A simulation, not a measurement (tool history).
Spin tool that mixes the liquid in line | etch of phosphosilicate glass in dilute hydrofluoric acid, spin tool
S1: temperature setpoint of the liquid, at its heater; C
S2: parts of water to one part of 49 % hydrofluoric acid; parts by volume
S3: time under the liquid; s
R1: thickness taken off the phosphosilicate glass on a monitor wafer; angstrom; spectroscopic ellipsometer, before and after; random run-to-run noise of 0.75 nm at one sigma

Run 1, hour 0: S1 24 C, S2 60 parts by volume, S3 15 s. Result: R1 292.61 angstrom.
Run 2, hour 1.9: S1 26.5 C, S2 45 parts by volume, S3 15 s. Result: R1 431.38 angstrom.
Run 3, hour 10.2: S1 30 C, S2 45 parts by volume, S3 15 s. Result: R1 499.65 angstrom.
Run 4, hour 18.4: S1 30.5 C, S2 35 parts by volume, S3 15 s. Result: R1 663.58 angstrom.
Run 5, hour 25.6: S1 27 C, S2 35 parts by volume, S3 15 s. Result: R1 578.79 angstrom.
Run 6, hour 28.6: S1 25 C, S2 35 parts by volume, S3 15 s. Result: R1 524.4 angstrom.
Run 7, hour 31.4: S1 27 C, S2 30 parts by volume, S3 15 s. Result: R1 681.94 angstrom.
Run 8, hour 36.3: S1 28.5 C, S2 30 parts by volume, S3 15 s. Result: R1 719.58 angstrom.
Run 9, hour 37.2: S1 29.5 C, S2 30 parts by volume, S3 15 s. Result: R1 749.77 angstrom.
Run 10, hour 39.7: S1 30.5 C, S2 30 parts by volume, S3 15 s. Result: R1 784.67 angstrom.
Run 11, hour 44.9: S1 31 C, S2 30 parts by volume, S3 15 s. Result: R1 806.51 angstrom.
Run 12, hour 45.8: S1 31.5 C, S2 30 parts by volume, S3 15 s. Result: R1 815.04 angstrom.
Run 13, hour 54.3: S1 32 C, S2 30 parts by volume, S3 15 s. Result: R1 820.15 angstrom.

What does the tool deliver on the next run?
Run 14, hour 61.2: S1 32 C, S2 25 parts by volume, S3 15 s. Result: R1 ?.

{"run 14": {"R1": 995.29}}

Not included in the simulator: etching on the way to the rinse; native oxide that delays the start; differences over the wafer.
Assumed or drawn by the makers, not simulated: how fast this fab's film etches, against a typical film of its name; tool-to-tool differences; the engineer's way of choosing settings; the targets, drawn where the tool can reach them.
